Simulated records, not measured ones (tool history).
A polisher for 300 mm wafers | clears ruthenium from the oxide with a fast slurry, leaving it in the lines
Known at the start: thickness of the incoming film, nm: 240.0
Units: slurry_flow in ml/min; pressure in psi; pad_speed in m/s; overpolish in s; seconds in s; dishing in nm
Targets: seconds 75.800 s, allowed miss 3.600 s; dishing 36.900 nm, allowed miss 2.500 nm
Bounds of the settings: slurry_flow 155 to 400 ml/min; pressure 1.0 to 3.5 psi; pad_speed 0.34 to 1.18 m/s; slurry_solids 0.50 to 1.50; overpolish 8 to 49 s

run  hour  slurry_flow  pressure  pad_speed  slurry_solids  overpolish  seconds  dishing
  1   0.0          255       2.2       0.76           1.00          25  139.480   24.927
  2   7.6          315       2.2       0.76           1.00          25  137.910   25.124
  3  11.2          315       2.3       0.76           1.00          25  129.030   26.228
  4  13.8          315       2.3       0.68           1.00          25  144.110   23.897
  5  17.5          315       2.5       0.68           1.00          25  130.090   24.759
  6  20.8          315       2.6       0.68           1.00          26  128.870   25.742
  7  27.4          315       2.6       0.68           1.00          26  127.100   25.713
  8  32.3          315       2.7       0.70           1.00          27  118.300   27.562
  9  34.3          315       2.8       0.70           1.00          27  116.480   28.365
 10  41.6          315       3.4       0.84           1.00          27   78.619   33.185
 11  46.3          315       3.4       0.84           1.00          29   81.672   33.044

4 next moves are on the table. One of them brings every result within its allowed miss. Which?
  A  51.0          255       3.5       0.98           1.00          33        ?        ?
  B  51.0          345       3.5       0.88           0.95          35        ?        ?
  C  51.0          310       3.5       0.90           1.15          32        ?        ?
  D  51.0          265       2.7       0.96           0.95          21        ?        ?

move  seconds  dishing
   A   69.021   36.631
   B   75.907   36.362
   C   69.744   36.324
   D   92.190   28.382
A: takes the result that was furthest off past its target
B: meets every target
C: takes the result that was furthest off past its target
D: further off than the last run
Answer: B

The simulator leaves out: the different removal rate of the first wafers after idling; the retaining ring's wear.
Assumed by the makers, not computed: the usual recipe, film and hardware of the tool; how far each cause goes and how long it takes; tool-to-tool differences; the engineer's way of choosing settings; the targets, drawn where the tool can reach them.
